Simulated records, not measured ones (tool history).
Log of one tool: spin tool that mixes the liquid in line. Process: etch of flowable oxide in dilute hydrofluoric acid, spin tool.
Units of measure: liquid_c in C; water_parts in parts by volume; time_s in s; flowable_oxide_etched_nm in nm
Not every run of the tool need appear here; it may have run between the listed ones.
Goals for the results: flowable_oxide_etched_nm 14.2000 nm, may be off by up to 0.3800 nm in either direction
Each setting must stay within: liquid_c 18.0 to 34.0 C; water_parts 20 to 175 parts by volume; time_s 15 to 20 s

run  hour  liquid_c  water_parts  time_s  flowable_oxide_etched_nm
  1   0.0      26.0           95      20                    8.0840
  2   8.0      29.0           95      20                    9.0321
  3  12.8      29.5           90      20                    9.5974
  4  20.9      32.5           90      20                   10.9570
  5  24.0      32.5           90      20                   10.9450
  6  26.9      32.5          120      20                    7.8640
  7  28.3      32.5          115      20                    8.2574
  8  37.0      32.5          110      20                    8.6823

Of the 5 settings listed for the next run, only one would bring every result within its allowed miss of target. Which one?
  A  45.7      34.0           60      20                         ?
  B  45.7      31.5           60      20                         ?
  C  45.7      34.0           75      20                         ?
  D  45.7      33.5           70      20                         ?
  E  45.7      31.0           50      20                         ?

move  flowable_oxide_etched_nm
   A                   18.3420
   B                   16.6800
   C                   14.3170
   D                   15.1790
   E                   19.9430
A: carries the result that was furthest off beyond its target, to the other side
B: carries the result that was furthest off beyond its target, to the other side
C: in spec on every target
D: carries the result that was furthest off beyond its target, to the other side
E: carries the result that was furthest off beyond its target, to the other side
Correct choice: C, which meets every target
